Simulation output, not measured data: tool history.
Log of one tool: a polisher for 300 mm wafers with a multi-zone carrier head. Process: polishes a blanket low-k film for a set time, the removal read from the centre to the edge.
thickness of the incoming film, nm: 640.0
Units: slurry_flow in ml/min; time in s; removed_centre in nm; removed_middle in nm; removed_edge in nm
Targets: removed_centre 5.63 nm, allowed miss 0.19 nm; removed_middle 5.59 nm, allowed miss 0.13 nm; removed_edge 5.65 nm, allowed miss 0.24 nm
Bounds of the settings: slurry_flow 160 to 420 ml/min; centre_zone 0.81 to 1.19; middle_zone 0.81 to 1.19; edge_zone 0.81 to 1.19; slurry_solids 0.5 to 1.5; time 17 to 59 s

Run 1, hour 0: slurry_flow 270 ml/min, centre_zone 1, middle_zone 1, edge_zone 1, slurry_solids 1, time 38 s. Result: removed_centre 11.881 nm, removed_middle 11.85 nm, removed_edge 12.144 nm.
Run 2, hour 5.5: slurry_flow 270 ml/min, centre_zone 1, middle_zone 1, edge_zone 0.94, slurry_solids 1, time 38 s. Result: removed_centre 11.804 nm, removed_middle 11.752 nm, removed_edge 11.971 nm.
Run 3, hour 6.2: slurry_flow 270 ml/min, centre_zone 1, middle_zone 1, edge_zone 0.94, slurry_solids 1, time 45 s. Result: removed_centre 14.226 nm, removed_middle 14.061 nm, removed_edge 13.709 nm.
Run 4, hour 11.6: slurry_flow 270 ml/min, centre_zone 1, middle_zone 0.95, edge_zone 0.94, slurry_solids 1, time 45 s. Result: removed_centre 14.147 nm, removed_middle 13.707 nm, removed_edge 14.073 nm.
Run 5, hour 12.5: slurry_flow 260 ml/min, centre_zone 1.01, middle_zone 0.97, edge_zone 0.91, slurry_solids 0.85, time 38 s. Result: removed_centre 10.968 nm, removed_middle 10.431 nm, removed_edge 10.65 nm.
Run 6, hour 16.4: slurry_flow 245 ml/min, centre_zone 1, middle_zone 0.98, edge_zone 0.88, slurry_solids 0.75, time 34 s. Result: removed_centre 8.8728 nm, removed_middle 8.6968 nm, removed_edge 8.5221 nm.
Run 7, hour 23.4: slurry_flow 225 ml/min, centre_zone 0.98, middle_zone 0.95, edge_zone 0.86, slurry_solids 0.7, time 32 s. Result: removed_centre 7.6751 nm, removed_middle 7.5978 nm, removed_edge 7.4946 nm.
Run 8, hour 25.2: slurry_flow 210 ml/min, centre_zone 0.97, middle_zone 0.93, edge_zone 0.85, slurry_solids 0.65, time 31 s. Result: removed_centre 7.0206 nm, removed_middle 6.9261 nm, removed_edge 6.9982 nm.
Run 9, hour 31.5: slurry_flow 210 ml/min, centre_zone 0.96, middle_zone 0.92, edge_zone 0.84, slurry_solids 0.6, time 30 s. Result: removed_centre 6.2559 nm, removed_middle 6.2019 nm, removed_edge 6.3638 nm.
Run 10, hour 37.9: slurry_flow 205 ml/min, centre_zone 0.96, middle_zone 0.92, edge_zone 0.83, slurry_solids 0.55, time 30 s. Result: removed_centre 5.9926 nm, removed_middle 5.8656 nm, removed_edge 5.7909 nm.
Run 11, hour 44.3: slurry_flow 200 ml/min, centre_zone 0.95, middle_zone 0.91, edge_zone 0.83, slurry_solids 0.55, time 30 s. Result: removed_centre 5.9339 nm, removed_middle 5.8053 nm, removed_edge 5.9616 nm.
Run 12, hour 50.9: slurry_flow 195 ml/min, centre_zone 0.95, middle_zone 0.91, edge_zone 0.82, slurry_solids 0.55, time 30 s. Result: removed_centre 5.6796 nm, removed_middle 5.7287 nm, removed_edge 5.8111 nm.
Run 13, hour 54.2: slurry_flow 190 ml/min, centre_zone 0.96, middle_zone 0.91, edge_zone 0.81, slurry_solids 0.55, time 30 s. Result: removed_centre 5.7981 nm, removed_middle 5.7669 nm, removed_edge 5.6426 nm.

4 next moves are on the table. One of them brings every result within its allowed miss. Which?
Run A, hour 57.5: slurry_flow 215 ml/min, centre_zone 0.97, middle_zone 0.95, edge_zone 0.85, slurry_solids 0.5, time 30 s. Result: removed_centre ?, removed_middle ?, removed_edge ?.
Run B, hour 57.5: slurry_flow 160 ml/min, centre_zone 0.99, middle_zone 1.02, edge_zone 0.81, slurry_solids 0.55, time 30 s. Result: removed_centre ?, removed_middle ?, removed_edge ?.
Run C, hour 57.5: slurry_flow 230 ml/min, centre_zone 1.02, middle_zone 0.95, edge_zone 0.82, slurry_solids 0.5, time 30 s. Result: removed_centre ?, removed_middle ?, removed_edge ?.
Run D, hour 57.5: slurry_flow 210 ml/min, centre_zone 0.94, middle_zone 0.99, edge_zone 0.83, slurry_solids 0.5, time 31 s. Result: removed_centre ?, removed_middle ?, removed_edge ?.

move  removed_centre  removed_middle  removed_edge
   A          5.6522          5.5474        5.5165
   B          5.8386          5.9089        5.5795
   C          6.0133          5.6025        5.4709
   D          5.6361          5.8613        5.6225
A: meets every target
B: further off than the last run
C: brings the result that was furthest off to its target, and leaves another outside
D: further off than the last run
Move A is the one to make.
